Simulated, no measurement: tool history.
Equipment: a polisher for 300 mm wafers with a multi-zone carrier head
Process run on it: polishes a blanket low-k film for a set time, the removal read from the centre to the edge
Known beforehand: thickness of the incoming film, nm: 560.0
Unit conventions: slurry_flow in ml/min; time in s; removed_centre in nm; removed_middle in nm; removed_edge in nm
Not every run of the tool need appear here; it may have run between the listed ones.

run 1 hour=0.0 | slurry_flow=240 centre_zone=1.00 middle_zone=1.00 edge_zone=1.00 slurry_solids=1.00 time=67 | removed_centre=29.182 removed_middle=28.853 removed_edge=29.292
run 2 hour=8.0 | slurry_flow=255 centre_zone=0.99 middle_zone=0.99 edge_zone=1.05 slurry_solids=1.05 time=67 | removed_centre=29.634 removed_middle=29.349 removed_edge=30.747
run 3 hour=16.9 | slurry_flow=255 centre_zone=0.99 middle_zone=0.99 edge_zone=1.05 slurry_solids=1.05 time=74 | removed_centre=33.004 removed_middle=32.729 removed_edge=34.066
run 4 hour=19.9 | slurry_flow=255 centre_zone=0.98 middle_zone=0.98 edge_zone=1.08 slurry_solids=1.05 time=74 | removed_centre=32.082 removed_middle=32.179 removed_edge=34.514
run 5 hour=25.4 | slurry_flow=260 centre_zone=0.98 middle_zone=0.97 edge_zone=1.10 slurry_solids=1.05 time=74 | removed_centre=33.526 removed_middle=31.826 removed_edge=35.183
run 6 hour=30.7 | slurry_flow=260 centre_zone=0.98 middle_zone=1.03 edge_zone=1.10 slurry_solids=1.05 time=74 | removed_centre=32.291 removed_middle=33.325 removed_edge=34.905

What does the tool deliver on the next run?
run 7 hour=37.2 | slurry_flow=260 centre_zone=0.98 middle_zone=1.02 edge_zone=1.12 slurry_solids=1.05 time=74 | removed_centre=? removed_middle=? removed_edge=?

{"run 7": {"removed_centre": 32.808, "removed_middle": 32.822, "removed_edge": 34.684}}
